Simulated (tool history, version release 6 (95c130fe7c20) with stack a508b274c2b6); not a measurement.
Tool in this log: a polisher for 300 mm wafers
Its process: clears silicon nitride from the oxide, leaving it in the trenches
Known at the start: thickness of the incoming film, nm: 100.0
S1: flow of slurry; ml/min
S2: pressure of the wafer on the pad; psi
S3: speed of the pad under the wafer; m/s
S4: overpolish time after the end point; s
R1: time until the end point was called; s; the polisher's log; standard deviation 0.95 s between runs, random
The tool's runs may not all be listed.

run    day   S1   S2    S3  S4      R1
  1  0.000  180  3.3  1.12  30  77.669
  2  0.333  180  3.3  0.94  30  92.967
  3  0.671  210  3.3  0.94  30  91.777
  4  0.925  210  3.6  0.94  30  81.216
  5  0.983  255  3.6  0.94  30  77.770
  6  1.150  255  3.6  0.76  30  97.777

For run 7, what comes out?
  7  1.412  255  3.9  0.76  30   ?

Run 7 gave R1 90.379 s.
